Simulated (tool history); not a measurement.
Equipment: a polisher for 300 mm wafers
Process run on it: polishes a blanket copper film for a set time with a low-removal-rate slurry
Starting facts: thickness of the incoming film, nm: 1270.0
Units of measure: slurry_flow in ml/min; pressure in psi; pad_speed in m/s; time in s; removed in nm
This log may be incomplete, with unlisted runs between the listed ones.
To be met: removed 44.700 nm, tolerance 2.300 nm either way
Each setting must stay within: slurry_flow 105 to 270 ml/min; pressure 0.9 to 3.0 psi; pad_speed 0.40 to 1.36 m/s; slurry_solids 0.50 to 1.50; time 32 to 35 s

{"run": 1, "hour": 0.0, "slurry_flow": 175, "pressure": 1.9, "pad_speed": 0.88, "slurry_solids": 1.0, "time": 35, "removed": 57.291}
{"run": 2, "hour": 1.8, "slurry_flow": 135, "pressure": 1.9, "pad_speed": 0.88, "slurry_solids": 1.0, "time": 35, "removed": 55.841}
{"run": 3, "hour": 9.5, "slurry_flow": 135, "pressure": 1.9, "pad_speed": 0.88, "slurry_solids": 0.9, "time": 35, "removed": 55.067}
{"run": 4, "hour": 16.6, "slurry_flow": 155, "pressure": 1.9, "pad_speed": 0.88, "slurry_solids": 0.9, "time": 35, "removed": 55.534}
{"run": 5, "hour": 18.6, "slurry_flow": 155, "pressure": 2.4, "pad_speed": 0.88, "slurry_solids": 0.9, "time": 35, "removed": 69.254}
{"run": 6, "hour": 22.3, "slurry_flow": 155, "pressure": 2.2, "pad_speed": 0.86, "slurry_solids": 0.9, "time": 35, "removed": 62.556}
{"run": 7, "hour": 30.4, "slurry_flow": 155, "pressure": 2.0, "pad_speed": 0.86, "slurry_solids": 0.9, "time": 35, "removed": 57.477}
{"run": 8, "hour": 37.1, "slurry_flow": 155, "pressure": 1.9, "pad_speed": 0.86, "slurry_solids": 0.9, "time": 35, "removed": 55.36}
{"run": 9, "hour": 43.5, "slurry_flow": 155, "pressure": 1.8, "pad_speed": 0.86, "slurry_solids": 0.9, "time": 35, "removed": 51.547}
{"run": 10, "hour": 50.4, "slurry_flow": 155, "pressure": 1.7, "pad_speed": 0.86, "slurry_solids": 0.9, "time": 35, "removed": 48.429}

Below are 5 possible settings for the next run. Only one of them brings all results inside the allowed miss of their targets. Which is it?
{"run": "A", "hour": 57.3, "slurry_flow": 110, "pressure": 1.6, "pad_speed": 1.08, "slurry_solids": 0.8, "time": 35, "removed": "?"}
{"run": "B", "hour": 57.3, "slurry_flow": 205, "pressure": 1.4, "pad_speed": 0.92, "slurry_solids": 0.55, "time": 35, "removed": "?"}
{"run": "C", "hour": 57.3, "slurry_flow": 130, "pressure": 1.9, "pad_speed": 0.78, "slurry_solids": 1.15, "time": 32, "removed": "?"}
{"run": "D", "hour": 57.3, "slurry_flow": 185, "pressure": 1.7, "pad_speed": 0.72, "slurry_solids": 0.85, "time": 33, "removed": "?"}
{"run": "E", "hour": 57.3, "slurry_flow": 240, "pressure": 1.5, "pad_speed": 0.9, "slurry_solids": 0.6, "time": 32, "removed": "?"}

move=A removed=52.188
move=B removed=41.668
move=C removed=46.012
move=D removed=39.795
move=E removed=41.274
A: moves away from the targets compared with the last run
B: pushes the last run's worst result past its target
C: in spec on every target
D: pushes the last run's worst result past its target
E: pushes the last run's worst result past its target
Move C is the one to make.
